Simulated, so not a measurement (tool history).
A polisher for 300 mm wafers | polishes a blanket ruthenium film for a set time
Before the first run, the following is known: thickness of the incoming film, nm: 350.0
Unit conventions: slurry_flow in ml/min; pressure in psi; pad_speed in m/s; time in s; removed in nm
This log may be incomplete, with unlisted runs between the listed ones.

run	day	slurry_flow	pressure	pad_speed	time	removed
1	0.000	140	1.9	1.12	126	140.49
2	0.279	140	2.2	1.12	126	166.75
3	0.342	140	1.7	1.12	126	127.67
4	0.533	175	1.7	1.12	126	132.17
5	0.804	205	1.7	1.12	126	135.41
6	1.146	205	1.7	0.90	126	117.71
7	1.346	205	2.1	0.92	126	143.56
8	1.421	205	2.4	0.96	126	166.85
9	1.700	205	2.6	1.02	126	188.44
10	1.821	205	2.7	1.06	126	209.23

Forecast run 11:
11	2.038	205	2.8	1.06	126	?

{"run 11": {"removed": 205.34}}
